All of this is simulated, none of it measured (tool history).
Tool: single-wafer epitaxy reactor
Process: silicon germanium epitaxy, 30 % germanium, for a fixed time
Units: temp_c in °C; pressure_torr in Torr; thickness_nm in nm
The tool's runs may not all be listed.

run 1 hour=0.0 | temp_c=625 pressure_torr=15.4 | thickness_nm=87.724
run 2 hour=0.6 | temp_c=625 pressure_torr=17.5 | thickness_nm=93.971
run 3 hour=3.0 | temp_c=618 pressure_torr=17.5 | thickness_nm=81.702
run 4 hour=6.8 | temp_c=622 pressure_torr=17.5 | thickness_nm=88.535
run 5 hour=7.5 | temp_c=629 pressure_torr=17.5 | thickness_nm=101.470
run 6 hour=14.2 | temp_c=623 pressure_torr=17.5 | thickness_nm=90.342
run 7 hour=18.4 | temp_c=623 pressure_torr=17.5 | thickness_nm=90.476
run 8 hour=24.6 | temp_c=617 pressure_torr=17.5 | thickness_nm=80.500

The next listed run, before its measurement:
run 9 hour=31.5 | temp_c=617 pressure_torr=17.5 | thickness_nm=?

thickness_nm: 80.417 nm
